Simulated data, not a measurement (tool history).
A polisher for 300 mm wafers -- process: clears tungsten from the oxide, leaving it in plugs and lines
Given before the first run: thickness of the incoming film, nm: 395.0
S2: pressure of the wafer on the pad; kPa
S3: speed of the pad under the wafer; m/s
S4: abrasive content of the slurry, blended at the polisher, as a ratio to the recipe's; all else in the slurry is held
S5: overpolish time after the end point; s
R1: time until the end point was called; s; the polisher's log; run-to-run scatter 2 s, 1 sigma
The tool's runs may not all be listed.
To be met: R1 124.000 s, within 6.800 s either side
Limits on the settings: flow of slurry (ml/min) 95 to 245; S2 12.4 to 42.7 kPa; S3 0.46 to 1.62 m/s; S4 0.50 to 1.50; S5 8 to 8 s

run 1 hour=0.0 | flow_of_slurry_(ml/min)=155 S2=27.6 S3=1.04 S4=1.00 S5=8 | R1=71.660
run 2 hour=8.9 | flow_of_slurry_(ml/min)=155 S2=25.5 S3=1.04 S4=1.00 S5=8 | R1=79.004
run 3 hour=15.6 | flow_of_slurry_(ml/min)=155 S2=24.1 S3=1.04 S4=1.00 S5=8 | R1=82.642
run 4 hour=21.3 | flow_of_slurry_(ml/min)=155 S2=22.8 S3=1.04 S4=1.00 S5=8 | R1=83.209
run 5 hour=29.7 | flow_of_slurry_(ml/min)=155 S2=22.8 S3=1.04 S4=0.90 S5=8 | R1=86.506
run 6 hour=31.3 | flow_of_slurry_(ml/min)=155 S2=21.4 S3=1.04 S4=0.90 S5=8 | R1=90.161
run 7 hour=38.7 | flow_of_slurry_(ml/min)=155 S2=20.0 S3=1.04 S4=0.90 S5=8 | R1=93.243
run 8 hour=40.6 | flow_of_slurry_(ml/min)=155 S2=20.0 S3=1.04 S4=0.90 S5=8 | R1=95.031
run 9 hour=41.9 | flow_of_slurry_(ml/min)=155 S2=19.3 S3=1.04 S4=0.90 S5=8 | R1=93.987
run 10 hour=44.0 | flow_of_slurry_(ml/min)=155 S2=19.3 S3=1.04 S4=0.90 S5=8 | R1=96.520
run 11 hour=45.7 | flow_of_slurry_(ml/min)=155 S2=18.6 S3=1.04 S4=0.90 S5=8 | R1=95.496
run 12 hour=50.9 | flow_of_slurry_(ml/min)=155 S2=17.9 S3=1.02 S4=0.90 S5=8 | R1=97.046
run 13 hour=55.4 | flow_of_slurry_(ml/min)=150 S2=12.4 S3=0.94 S4=0.90 S5=8 | R1=135.130

Next run, 5 choices. One meets every target within its allowed miss, the rest don't. Which?
run A hour=59.9 | flow_of_slurry_(ml/min)=130 S2=12.4 S3=0.96 S4=0.90 S5=8 | R1=?
run B hour=59.9 | flow_of_slurry_(ml/min)=110 S2=12.4 S3=0.92 S4=0.85 S5=8 | R1=?
run C hour=59.9 | flow_of_slurry_(ml/min)=205 S2=15.2 S3=1.02 S4=0.70 S5=8 | R1=?
run D hour=59.9 | flow_of_slurry_(ml/min)=125 S2=14.5 S3=0.94 S4=1.10 S5=8 | R1=?
run E hour=59.9 | flow_of_slurry_(ml/min)=165 S2=12.4 S3=0.82 S4=0.80 S5=8 | R1=?

move=A R1=135.930
move=B R1=146.390
move=C R1=111.690
move=D R1=124.330
move=E R1=155.710
A: further off than the last run
B: further off than the last run
C: moves the result that the last run missed by most past its target, out the other side
D: every result within its allowed miss
E: further off than the last run
The right move is D.
